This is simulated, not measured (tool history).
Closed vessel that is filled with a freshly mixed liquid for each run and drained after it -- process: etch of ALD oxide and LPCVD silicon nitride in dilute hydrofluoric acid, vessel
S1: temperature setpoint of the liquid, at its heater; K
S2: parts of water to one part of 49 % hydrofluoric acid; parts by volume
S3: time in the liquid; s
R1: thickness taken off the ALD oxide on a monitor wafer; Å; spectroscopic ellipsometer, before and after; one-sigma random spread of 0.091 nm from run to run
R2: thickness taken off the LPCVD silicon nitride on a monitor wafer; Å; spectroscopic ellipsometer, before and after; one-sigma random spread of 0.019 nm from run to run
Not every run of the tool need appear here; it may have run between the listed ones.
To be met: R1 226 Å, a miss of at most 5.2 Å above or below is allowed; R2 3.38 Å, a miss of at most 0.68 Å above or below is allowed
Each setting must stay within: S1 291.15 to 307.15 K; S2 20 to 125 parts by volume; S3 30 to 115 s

{"run": 1, "day": 0.0, "S1": 299.15, "S2": 70, "S3": 60, "R1": 288.68, "R2": 5.5617}
{"run": 2, "day": 0.117, "S1": 297.15, "S2": 70, "S3": 60, "R1": 263.04, "R2": 4.544}
{"run": 3, "day": 0.438, "S1": 297.15, "S2": 85, "S3": 60, "R1": 213.84, "R2": 3.1219}
{"run": 4, "day": 0.675, "S1": 297.15, "S2": 85, "S3": 35, "R1": 124.75, "R2": 1.8971}
{"run": 5, "day": 0.971, "S1": 298.15, "S2": 80, "S3": 35, "R1": 138.1, "R2": 2.4805}
{"run": 6, "day": 1.179, "S1": 297.15, "S2": 70, "S3": 35, "R1": 155.02, "R2": 2.5132}
{"run": 7, "day": 1.392, "S1": 297.15, "S2": 65, "S3": 35, "R1": 167.3, "R2": 2.7657}
{"run": 8, "day": 1.471, "S1": 297.15, "S2": 60, "S3": 35, "R1": 182.5, "R2": 3.0622}
{"run": 9, "day": 1.617, "S1": 297.15, "S2": 60, "S3": 35, "R1": 181.92, "R2": 2.4869}
{"run": 10, "day": 1.762, "S1": 297.65, "S2": 55, "S3": 35, "R1": 203.88, "R2": 3.4154}

5 candidate next runs follow, results not yet known. Just one meets every target within its allowed miss. Identify it.
{"run": "A", "day": 1.908, "S1": 297.65, "S2": 60, "S3": 40, "R1": "?", "R2": "?"}
{"run": "B", "day": 1.908, "S1": 296.15, "S2": 60, "S3": 45, "R1": "?", "R2": "?"}
{"run": "C", "day": 1.908, "S1": 299.15, "S2": 55, "S3": 30, "R1": "?", "R2": "?"}
{"run": "D", "day": 1.908, "S1": 294.65, "S2": 65, "S3": 50, "R1": "?", "R2": "?"}
{"run": "E", "day": 1.908, "S1": 300.15, "S2": 50, "S3": 30, "R1": "?", "R2": "?"}

move=A R1=212.46 R2=3.2529
move=B R1=224.87 R2=3.3095
move=C R1=186.04 R2=2.9361
move=D R1=215.36 R2=3.0715
move=E R1=214.65 R2=3.4449
A: gains on the last run, yet a result remains outside its allowed miss
B: each result inside its tolerance
C: lands further from the targets than the last run did
D: gains on the last run, yet a result remains outside its allowed miss
E: gains on the last run, yet a result remains outside its allowed miss
The right move is B.
